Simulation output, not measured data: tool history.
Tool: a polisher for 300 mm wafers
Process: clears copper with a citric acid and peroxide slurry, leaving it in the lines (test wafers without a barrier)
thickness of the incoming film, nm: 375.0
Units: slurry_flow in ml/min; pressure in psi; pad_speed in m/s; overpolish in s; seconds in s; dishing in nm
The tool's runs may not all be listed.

{"run": 1, "hour": 0.0, "slurry_flow": 240, "pressure": 4, "pad_speed": 0.98, "slurry_solids": 1, "overpolish": 18, "seconds": 106.05, "dishing": 44.094}
{"run": 2, "hour": 2.5, "slurry_flow": 240, "pressure": 3.7, "pad_speed": 0.96, "slurry_solids": 1, "overpolish": 16, "seconds": 116.69, "dishing": 36.744}
{"run": 3, "hour": 6.3, "slurry_flow": 240, "pressure": 3.7, "pad_speed": 0.96, "slurry_solids": 1, "overpolish": 22, "seconds": 116.56, "dishing": 46.755}
{"run": 4, "hour": 14.7, "slurry_flow": 240, "pressure": 3.4, "pad_speed": 0.94, "slurry_solids": 1, "overpolish": 19, "seconds": 128.93, "dishing": 36.309}
{"run": 5, "hour": 15.6, "slurry_flow": 240, "pressure": 3.4, "pad_speed": 0.7, "slurry_solids": 1, "overpolish": 19, "seconds": 168.65, "dishing": 30.728}
{"run": 6, "hour": 17.3, "slurry_flow": 240, "pressure": 3.2, "pad_speed": 0.72, "slurry_solids": 1, "overpolish": 17, "seconds": 178.03, "dishing": 26.396}
{"run": 7, "hour": 20.4, "slurry_flow": 240, "pressure": 3.1, "pad_speed": 0.74, "slurry_solids": 1, "overpolish": 15, "seconds": 177.91, "dishing": 23.44}
{"run": 8, "hour": 21.8, "slurry_flow": 240, "pressure": 3, "pad_speed": 0.74, "slurry_solids": 1, "overpolish": 13, "seconds": 181.75, "dishing": 19.444}

Run 9 comes next. What will it give?
{"run": 9, "hour": 24.0, "slurry_flow": 240, "pressure": 2.9, "pad_speed": 0.74, "slurry_solids": 1, "overpolish": 12, "seconds": "?", "dishing": "?"}

seconds: 192.65 s
dishing: 18.06 nm
